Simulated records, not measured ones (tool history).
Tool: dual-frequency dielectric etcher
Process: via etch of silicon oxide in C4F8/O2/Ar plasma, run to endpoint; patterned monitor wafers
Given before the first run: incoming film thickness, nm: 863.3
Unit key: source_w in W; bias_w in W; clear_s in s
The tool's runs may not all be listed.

run 1 hour=0.0 | source_w=2070 bias_w=1916 | clear_s=174.92
run 2 hour=4.4 | source_w=2250 bias_w=1916 | clear_s=170.20
run 3 hour=9.6 | source_w=2130 bias_w=1847 | clear_s=175.38
run 4 hour=15.3 | source_w=2130 bias_w=2044 | clear_s=169.40
run 5 hour=19.0 | source_w=2130 bias_w=2320 | clear_s=162.66
run 6 hour=27.6 | source_w=1800 bias_w=2320 | clear_s=172.09
run 7 hour=29.3 | source_w=1380 bias_w=1937 | clear_s=203.54
run 8 hour=30.3 | source_w=1360 bias_w=1923 | clear_s=203.46

Run 9 is up next; what results do you expect?
run 9 hour=34.3 | source_w=1240 bias_w=1685 | clear_s=?

Run 9 produced clear_s 220.22 s.
